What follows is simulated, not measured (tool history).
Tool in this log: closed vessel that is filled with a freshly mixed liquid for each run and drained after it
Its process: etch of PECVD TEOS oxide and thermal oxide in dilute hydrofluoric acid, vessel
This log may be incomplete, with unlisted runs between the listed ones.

run	day	temperature setpoint of the liquid (°C)	parts of water to one part of 49 % hydrofluoric acid (parts by volume)	time in the liquid (s)	thickness taken off the PECVD TEOS oxide on a monitor wafer (Å)	thickness taken off the thermal oxide on a monitor wafer (Å)
1	0.000	26.0	100	60	190.95	32.483
2	0.196	26.0	115	60	160.89	27.106
3	0.238	28.5	115	60	178.13	30.237
4	0.400	30.0	115	60	187.89	31.316
5	0.696	27.0	115	60	169.37	27.894
6	1.017	24.5	115	60	154.42	25.672
7	1.212	22.5	115	60	143.15	23.788

What does the tool deliver on the next run?
8	1.262	21.5	115	60	?	?

thickness taken off the PECVD TEOS oxide on a monitor wafer (Å): 134.90
thickness taken off the thermal oxide on a monitor wafer (Å): 23.142
